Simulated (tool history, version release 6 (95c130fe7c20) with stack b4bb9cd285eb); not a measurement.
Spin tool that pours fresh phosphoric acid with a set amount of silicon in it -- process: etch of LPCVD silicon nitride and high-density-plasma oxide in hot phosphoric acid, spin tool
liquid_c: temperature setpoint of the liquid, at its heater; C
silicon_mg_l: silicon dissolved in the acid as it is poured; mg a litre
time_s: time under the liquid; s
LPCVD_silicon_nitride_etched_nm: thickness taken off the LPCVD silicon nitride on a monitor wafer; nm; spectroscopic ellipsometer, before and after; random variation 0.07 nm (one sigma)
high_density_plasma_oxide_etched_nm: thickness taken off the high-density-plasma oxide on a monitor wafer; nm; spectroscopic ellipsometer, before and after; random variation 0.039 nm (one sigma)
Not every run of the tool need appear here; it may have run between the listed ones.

run,hour,liquid_c,silicon_mg_l,time_s,LPCVD_silicon_nitride_etched_nm,high_density_plasma_oxide_etched_nm
1,0.0,159.0,15.5,180,14.324,0.50234
2,4.2,160.0,17.0,185,15.236,0.53641
3,7.4,161.0,18.0,190,16.213,0.52926
4,8.1,161.5,17.0,195,16.849,0.64465
5,11.5,162.0,18.5,200,17.700,0.61731
6,17.5,162.5,18.5,200,18.007,0.72279

Run 7 has not been measured yet. What should we expect?
7,20.7,163.0,20.0,200,?,?

Run 7 produced LPCVD_silicon_nitride_etched_nm 18.309 nm, high_density_plasma_oxide_etched_nm 0.65968 nm.

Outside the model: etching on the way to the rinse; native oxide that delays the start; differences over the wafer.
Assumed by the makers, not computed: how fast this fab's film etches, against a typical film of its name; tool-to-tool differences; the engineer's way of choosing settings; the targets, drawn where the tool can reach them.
